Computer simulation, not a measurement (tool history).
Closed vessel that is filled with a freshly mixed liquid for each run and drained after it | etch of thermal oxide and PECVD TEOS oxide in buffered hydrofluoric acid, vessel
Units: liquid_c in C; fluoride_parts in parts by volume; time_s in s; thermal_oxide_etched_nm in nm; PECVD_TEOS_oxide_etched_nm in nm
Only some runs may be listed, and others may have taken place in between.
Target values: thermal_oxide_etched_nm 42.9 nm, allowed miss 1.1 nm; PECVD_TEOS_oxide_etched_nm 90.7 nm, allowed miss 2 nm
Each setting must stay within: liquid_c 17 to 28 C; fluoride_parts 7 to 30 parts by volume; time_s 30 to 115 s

{"run": 1, "hour": 0.0, "liquid_c": 20, "fluoride_parts": 20, "time_s": 60, "thermal_oxide_etched_nm": 32.246, "PECVD_TEOS_oxide_etched_nm": 67.395}
{"run": 2, "hour": 5.0, "liquid_c": 21, "fluoride_parts": 20, "time_s": 60, "thermal_oxide_etched_nm": 33.608, "PECVD_TEOS_oxide_etched_nm": 71.495}
{"run": 3, "hour": 5.7, "liquid_c": 21, "fluoride_parts": 20, "time_s": 40, "thermal_oxide_etched_nm": 22.452, "PECVD_TEOS_oxide_etched_nm": 47.806}
{"run": 4, "hour": 11.5, "liquid_c": 21, "fluoride_parts": 23.5, "time_s": 40, "thermal_oxide_etched_nm": 20.177, "PECVD_TEOS_oxide_etched_nm": 42.595}
{"run": 5, "hour": 14.6, "liquid_c": 24, "fluoride_parts": 23.5, "time_s": 40, "thermal_oxide_etched_nm": 23.842, "PECVD_TEOS_oxide_etched_nm": 50.409}
{"run": 6, "hour": 20.6, "liquid_c": 24.5, "fluoride_parts": 22, "time_s": 40, "thermal_oxide_etched_nm": 25.554, "PECVD_TEOS_oxide_etched_nm": 54.159}
{"run": 7, "hour": 27.0, "liquid_c": 25, "fluoride_parts": 20.5, "time_s": 40, "thermal_oxide_etched_nm": 27.581, "PECVD_TEOS_oxide_etched_nm": 58.459}
{"run": 8, "hour": 35.8, "liquid_c": 25.5, "fluoride_parts": 19.5, "time_s": 40, "thermal_oxide_etched_nm": 29.663, "PECVD_TEOS_oxide_etched_nm": 62.567}
{"run": 9, "hour": 40.4, "liquid_c": 26, "fluoride_parts": 18.5, "time_s": 40, "thermal_oxide_etched_nm": 32.012, "PECVD_TEOS_oxide_etched_nm": 68.267}
{"run": 10, "hour": 47.4, "liquid_c": 26.5, "fluoride_parts": 18, "time_s": 40, "thermal_oxide_etched_nm": 33.946, "PECVD_TEOS_oxide_etched_nm": 70.987}
{"run": 11, "hour": 50.5, "liquid_c": 26.5, "fluoride_parts": 18, "time_s": 40, "thermal_oxide_etched_nm": 33.766, "PECVD_TEOS_oxide_etched_nm": 71.375}

Exercise: of the 4 proposed moves below, exactly one satisfies all targets within the stated allowed misses. Which move is it?
{"run": "A", "hour": 53.6, "liquid_c": 27.5, "fluoride_parts": 21, "time_s": 55, "thermal_oxide_etched_nm": "?", "PECVD_TEOS_oxide_etched_nm": "?"}
{"run": "B", "hour": 53.6, "liquid_c": 23.5, "fluoride_parts": 14, "time_s": 45, "thermal_oxide_etched_nm": "?", "PECVD_TEOS_oxide_etched_nm": "?"}
{"run": "C", "hour": 53.6, "liquid_c": 28, "fluoride_parts": 26.5, "time_s": 55, "thermal_oxide_etched_nm": "?", "PECVD_TEOS_oxide_etched_nm": "?"}
{"run": "D", "hour": 53.6, "liquid_c": 25, "fluoride_parts": 17, "time_s": 30, "thermal_oxide_etched_nm": "?", "PECVD_TEOS_oxide_etched_nm": "?"}

move=A thermal_oxide_etched_nm=42.884 PECVD_TEOS_oxide_etched_nm=90.054
move=B thermal_oxide_etched_nm=41.492 PECVD_TEOS_oxide_etched_nm=87.129
move=C thermal_oxide_etched_nm=37.559 PECVD_TEOS_oxide_etched_nm=78.871
move=D thermal_oxide_etched_nm=24.804 PECVD_TEOS_oxide_etched_nm=52.086
A: all results land within tolerance of their targets
B: closer than the last run, but not yet in spec
C: closer than the last run, but not yet in spec
D: lands further from the targets than the last run did
Move A is the one to make.
